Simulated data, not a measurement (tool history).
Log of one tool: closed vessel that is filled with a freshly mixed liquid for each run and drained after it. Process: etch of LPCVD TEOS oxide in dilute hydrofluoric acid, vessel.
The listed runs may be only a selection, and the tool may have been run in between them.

run	hour	temperature setpoint of the liquid (C)	parts of water to one part of 49 % hydrofluoric acid (parts by volume)	time in the liquid (s)	thickness taken off the LPCVD TEOS oxide on a monitor wafer (nm)
1	0	20	195	355	52.646
2	9	20	195	355	52.65
3	12.2	20	225	355	43.931
4	18	20	155	355	68.564
5	22.5	20	155	380	73.461
6	28	20	85	380	144.54
7	30.1	20.5	85	380	147.8

Estimate the outcome of run 8 from the log above:
8	33.2	21	85	380	?

Run 8 gave thickness taken off the LPCVD TEOS oxide on a monitor wafer (nm) 149.81.
